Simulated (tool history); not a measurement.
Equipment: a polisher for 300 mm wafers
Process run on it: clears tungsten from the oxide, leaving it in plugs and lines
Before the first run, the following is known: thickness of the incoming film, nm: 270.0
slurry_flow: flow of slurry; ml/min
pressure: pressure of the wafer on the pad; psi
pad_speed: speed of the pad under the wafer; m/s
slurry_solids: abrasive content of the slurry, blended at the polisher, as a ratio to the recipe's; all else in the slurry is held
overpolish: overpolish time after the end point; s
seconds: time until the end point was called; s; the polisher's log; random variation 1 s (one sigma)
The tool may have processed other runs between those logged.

| run | hour | slurry_flow | pressure | pad_speed | slurry_solids | overpolish | seconds |
|---|---|---|---|---|---|---|---|
| 1 | 0 | 235 | 3.8 | 0.9 | 1 | 15 | 66.543 |
| 2 | 0.7 | 235 | 3.8 | 0.98 | 1 | 15 | 61.139 |
| 3 | 2.2 | 235 | 4.3 | 0.98 | 1 | 15 | 55.516 |
| 4 | 7.1 | 235 | 3.9 | 0.98 | 1 | 15 | 60.716 |
| 5 | 11.1 | 235 | 3.6 | 0.98 | 1 | 15 | 65.102 |
| 6 | 13.8 | 180 | 3.6 | 0.98 | 1 | 15 | 66.682 |
| 7 | 15.7 | 180 | 3.4 | 0.98 | 1 | 15 | 73.62 |

For run 8, what comes out?
| 8 | 23.6 | 175 | 3.3 | 0.98 | 1 | 15 | ? |

{"run 8": {"seconds": 74.368}}

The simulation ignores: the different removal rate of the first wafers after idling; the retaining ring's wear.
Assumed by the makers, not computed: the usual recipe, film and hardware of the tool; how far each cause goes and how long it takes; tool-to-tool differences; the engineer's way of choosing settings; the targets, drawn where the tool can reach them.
